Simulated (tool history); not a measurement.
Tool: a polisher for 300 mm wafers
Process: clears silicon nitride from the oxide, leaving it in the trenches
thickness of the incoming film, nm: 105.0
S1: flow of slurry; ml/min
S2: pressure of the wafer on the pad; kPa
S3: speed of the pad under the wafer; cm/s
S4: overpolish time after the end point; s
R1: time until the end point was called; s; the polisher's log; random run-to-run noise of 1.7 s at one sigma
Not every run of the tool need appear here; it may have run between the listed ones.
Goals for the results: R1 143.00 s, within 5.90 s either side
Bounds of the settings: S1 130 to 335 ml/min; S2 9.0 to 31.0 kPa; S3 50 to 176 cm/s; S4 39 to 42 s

run 1 day=0.000 | S1=215 S2=20.0 S3=112 S4=39 | R1=106.64
run 2 day=0.246 | S1=215 S2=18.6 S3=112 S4=39 | R1=117.31
run 3 day=0.462 | S1=190 S2=18.6 S3=112 S4=39 | R1=114.72
run 4 day=0.796 | S1=190 S2=17.9 S3=112 S4=39 | R1=121.87
run 5 day=1.054 | S1=190 S2=17.2 S3=112 S4=39 | R1=126.50
run 6 day=1.325 | S1=190 S2=16.5 S3=112 S4=39 | R1=131.24
run 7 day=1.446 | S1=190 S2=15.9 S3=112 S4=39 | R1=132.62
run 8 day=1.554 | S1=190 S2=15.9 S3=112 S4=39 | R1=137.64

Consider the 5 candidate settings below. Which is the only one whose results all fall within their allowed miss of target?
run A day=1.662 | S1=225 S2=11.7 S3=138 S4=42 | R1=?
run B day=1.662 | S1=270 S2=17.2 S3=110 S4=39 | R1=?
run C day=1.662 | S1=210 S2=17.2 S3=108 S4=42 | R1=?
run D day=1.662 | S1=175 S2=15.9 S3=118 S4=42 | R1=?
run E day=1.662 | S1=170 S2=13.8 S3=132 S4=42 | R1=?

move=A R1=145.45
move=B R1=123.10
move=C R1=128.52
move=D R1=130.56
move=E R1=134.37
A: every result within its allowed miss
B: the biggest miss grows against the last run
C: the biggest miss grows against the last run
D: the biggest miss grows against the last run
E: the biggest miss grows against the last run
A is the move that brings every result within its allowed miss.
